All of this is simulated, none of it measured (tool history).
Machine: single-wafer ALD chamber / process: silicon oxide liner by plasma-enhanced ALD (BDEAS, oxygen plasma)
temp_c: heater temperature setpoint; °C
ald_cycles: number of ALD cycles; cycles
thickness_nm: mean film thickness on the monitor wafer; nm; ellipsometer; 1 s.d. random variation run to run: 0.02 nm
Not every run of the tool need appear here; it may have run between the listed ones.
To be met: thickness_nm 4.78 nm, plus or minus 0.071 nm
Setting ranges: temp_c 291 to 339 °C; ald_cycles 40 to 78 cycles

{"run": 1, "hour": 0.0, "temp_c": 315, "ald_cycles": 59, "thickness_nm": 5.1391}
{"run": 2, "hour": 6.5, "temp_c": 316, "ald_cycles": 58, "thickness_nm": 5.0371}
{"run": 3, "hour": 12.7, "temp_c": 317, "ald_cycles": 57, "thickness_nm": 4.9592}
{"run": 4, "hour": 17.5, "temp_c": 309, "ald_cycles": 57, "thickness_nm": 4.9868}
{"run": 5, "hour": 23.3, "temp_c": 309, "ald_cycles": 62, "thickness_nm": 5.4419}
{"run": 6, "hour": 29.4, "temp_c": 304, "ald_cycles": 62, "thickness_nm": 5.4642}
{"run": 7, "hour": 30.4, "temp_c": 304, "ald_cycles": 60, "thickness_nm": 5.2983}
{"run": 8, "hour": 31.9, "temp_c": 310, "ald_cycles": 53, "thickness_nm": 4.6548}

Exactly one of the 5 candidate moves below puts every result within its allowed miss. Which one?
{"run": "A", "hour": 33.4, "temp_c": 309, "ald_cycles": 53, "thickness_nm": "?"}
{"run": "B", "hour": 33.4, "temp_c": 299, "ald_cycles": 52, "thickness_nm": "?"}
{"run": "C", "hour": 33.4, "temp_c": 308, "ald_cycles": 56, "thickness_nm": "?"}
{"run": "D", "hour": 33.4, "temp_c": 307, "ald_cycles": 54, "thickness_nm": "?"}
{"run": "E", "hour": 33.4, "temp_c": 312, "ald_cycles": 53, "thickness_nm": "?"}

move=A thickness_nm=4.6466
move=B thickness_nm=4.6158
move=C thickness_nm=4.9157
move=D thickness_nm=4.7461
move=E thickness_nm=4.6292
A: the biggest miss grows against the last run
B: the biggest miss grows against the last run
C: moves the result that the last run missed by most past its target, out the other side
D: all results land within tolerance of their targets
E: the biggest miss grows against the last run
So the answer is move D, the one that meets all the targets.
